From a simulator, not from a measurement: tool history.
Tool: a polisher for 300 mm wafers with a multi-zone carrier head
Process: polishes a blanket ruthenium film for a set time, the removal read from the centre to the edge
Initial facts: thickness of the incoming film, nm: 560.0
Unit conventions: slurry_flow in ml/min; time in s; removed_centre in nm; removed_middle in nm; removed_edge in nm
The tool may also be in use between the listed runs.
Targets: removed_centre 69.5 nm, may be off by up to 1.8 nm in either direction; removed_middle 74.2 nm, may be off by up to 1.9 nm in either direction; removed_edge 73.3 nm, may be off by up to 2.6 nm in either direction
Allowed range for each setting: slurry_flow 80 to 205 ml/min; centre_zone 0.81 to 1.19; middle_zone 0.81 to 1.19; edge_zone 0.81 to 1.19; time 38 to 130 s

Run 1, hour 0: slurry_flow 135 ml/min, centre_zone 1, middle_zone 1, edge_zone 1, time 84 s. Result: removed_centre 136.12 nm, removed_middle 120.21 nm, removed_edge 116.75 nm.
Run 2, hour 6: slurry_flow 135 ml/min, centre_zone 1.04, middle_zone 1, edge_zone 1, time 84 s. Result: removed_centre 141.37 nm, removed_middle 119.5 nm, removed_edge 119.08 nm.
Run 3, hour 9.5: slurry_flow 135 ml/min, centre_zone 1.04, middle_zone 1, edge_zone 1, time 71 s. Result: removed_centre 118.4 nm, removed_middle 101.17 nm, removed_edge 101.62 nm.
Run 4, hour 10.1: slurry_flow 135 ml/min, centre_zone 1.04, middle_zone 1, edge_zone 1.06, time 71 s. Result: removed_centre 120.69 nm, removed_middle 100.7 nm, removed_edge 103.2 nm.
Run 5, hour 13.9: slurry_flow 120 ml/min, centre_zone 1.04, middle_zone 1, edge_zone 1.06, time 71 s. Result: removed_centre 115.82 nm, removed_middle 98.814 nm, removed_edge 101.26 nm.
Run 6, hour 16.2: slurry_flow 120 ml/min, centre_zone 1.04, middle_zone 1, edge_zone 1, time 71 s. Result: removed_centre 118.01 nm, removed_middle 98.394 nm, removed_edge 99.887 nm.
Run 7, hour 22.5: slurry_flow 115 ml/min, centre_zone 0.97, middle_zone 1, edge_zone 1.02, time 65 s. Result: removed_centre 97.829 nm, removed_middle 90.362 nm, removed_edge 89.544 nm.
Run 8, hour 23.7: slurry_flow 105 ml/min, centre_zone 0.93, middle_zone 0.98, edge_zone 1.01, time 63 s. Result: removed_centre 88.409 nm, removed_middle 83.095 nm, removed_edge 85.555 nm.
At hour 32.3: centre zone pressure recalibrated.
Run 9, hour 32.3: slurry_flow 100 ml/min, centre_zone 0.9, middle_zone 0.98, edge_zone 0.98, time 62 s. Result: removed_centre 74.951 nm, removed_middle 79.892 nm, removed_edge 82.305 nm.
Run 10, hour 39.1: slurry_flow 115 ml/min, centre_zone 0.95, middle_zone 0.96, edge_zone 0.88, time 55 s. Result: removed_centre 72.315 nm, removed_middle 73.101 nm, removed_edge 70.752 nm.

Which of these 5 next moves meets every target?
Run A, hour 45.9: slurry_flow 105 ml/min, centre_zone 0.97, middle_zone 0.97, edge_zone 0.96, time 55 s. Result: removed_centre ?, removed_middle ?, removed_edge ?.
Run B, hour 45.9: slurry_flow 115 ml/min, centre_zone 0.94, middle_zone 0.94, edge_zone 0.86, time 54 s. Result: removed_centre ?, removed_middle ?, removed_edge ?.
Run C, hour 45.9: slurry_flow 135 ml/min, centre_zone 0.91, middle_zone 0.92, edge_zone 0.86, time 56 s. Result: removed_centre ?, removed_middle ?, removed_edge ?.
Run D, hour 45.9: slurry_flow 100 ml/min, centre_zone 0.88, middle_zone 0.94, edge_zone 0.84, time 60 s. Result: removed_centre ?, removed_middle ?, removed_edge ?.
Run E, hour 45.9: slurry_flow 125 ml/min, centre_zone 1, middle_zone 1.01, edge_zone 0.9, time 52 s. Result: removed_centre ?, removed_middle ?, removed_edge ?.

move  removed_centre  removed_middle  removed_edge
   A          72.484          72.407        71.958
   B          71.085          71.136        68.421
   C          74.729          75.473        73.019
   D          70.385            75.8        73.098
   E          74.761           74.36        68.238
A: lands further from the targets than the last run did
B: gets the furthest-off result to its target, but another result is out of tolerance
C: lands further from the targets than the last run did
D: meets every target
E: lands further from the targets than the last run did
The right move is D.
